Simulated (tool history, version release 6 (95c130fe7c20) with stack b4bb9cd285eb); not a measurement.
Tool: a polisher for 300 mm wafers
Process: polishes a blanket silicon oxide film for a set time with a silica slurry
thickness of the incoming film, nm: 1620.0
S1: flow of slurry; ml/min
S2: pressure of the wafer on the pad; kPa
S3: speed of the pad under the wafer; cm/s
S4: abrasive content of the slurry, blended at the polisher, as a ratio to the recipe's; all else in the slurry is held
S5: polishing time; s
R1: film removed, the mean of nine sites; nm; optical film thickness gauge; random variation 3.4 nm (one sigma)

run    day   S1    S2   S3    S4  S5      R1
  1  0.000  170  31.7  110  1.00  99  357.90
  2  0.204  170  31.7  122  1.00  99  381.45
  3  0.421  150  31.7  122  1.00  99  378.94
  4  0.679  120  31.7  122  1.00  99  376.84
  5  1.008  120  31.7  122  0.85  99  351.23
  6  1.379  120  31.7  122  0.65  99  326.05
  7  1.679  120  31.0  122  0.65  99  318.78

The next listed run, before its measurement:
  8  1.875  120  30.3  122  0.65  99   ?

Run 8 gave R1 301.71 nm.
